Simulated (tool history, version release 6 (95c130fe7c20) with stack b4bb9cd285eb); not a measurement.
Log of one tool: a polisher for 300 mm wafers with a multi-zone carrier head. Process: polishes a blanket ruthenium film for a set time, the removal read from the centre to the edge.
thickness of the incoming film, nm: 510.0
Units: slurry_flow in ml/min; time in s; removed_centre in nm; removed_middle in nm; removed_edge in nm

{"run": 1, "hour": 0.0, "slurry_flow": 290, "centre_zone": 1, "middle_zone": 1, "edge_zone": 1, "time": 37, "removed_centre": 33.99, "removed_middle": 33.641, "removed_edge": 33.312}
{"run": 2, "hour": 2.9, "slurry_flow": 290, "centre_zone": 1, "middle_zone": 1, "edge_zone": 0.93, "time": 37, "removed_centre": 34.295, "removed_middle": 33.569, "removed_edge": 32.927}
{"run": 3, "hour": 3.6, "slurry_flow": 285, "centre_zone": 0.99, "middle_zone": 0.95, "edge_zone": 0.92, "time": 31, "removed_centre": 28.077, "removed_middle": 27.107, "removed_edge": 27.456}
{"run": 4, "hour": 5.5, "slurry_flow": 285, "centre_zone": 0.99, "middle_zone": 0.98, "edge_zone": 0.92, "time": 31, "removed_centre": 28.137, "removed_middle": 27.719, "removed_edge": 27.242}
{"run": 5, "hour": 7.6, "slurry_flow": 275, "centre_zone": 0.99, "middle_zone": 0.93, "edge_zone": 0.91, "time": 27, "removed_centre": 24.141, "removed_middle": 22.638, "removed_edge": 23.628}
{"run": 6, "hour": 13.1, "slurry_flow": 275, "centre_zone": 0.95, "middle_zone": 0.93, "edge_zone": 0.91, "time": 27, "removed_centre": 23.292, "removed_middle": 23.286, "removed_edge": 24.038}
{"run": 7, "hour": 17.4, "slurry_flow": 260, "centre_zone": 0.96, "middle_zone": 0.9, "edge_zone": 0.89, "time": 25, "removed_centre": 21.595, "removed_middle": 20.692, "removed_edge": 22.195}

Run 8 comes next. What will it give?
{"run": 8, "hour": 18.2, "slurry_flow": 255, "centre_zone": 0.97, "middle_zone": 0.88, "edge_zone": 0.87, "time": 24, "removed_centre": "?", "removed_middle": "?", "removed_edge": "?"}

removed_centre: 21.182 nm
removed_middle: 19.405 nm
removed_edge: 20.961 nm
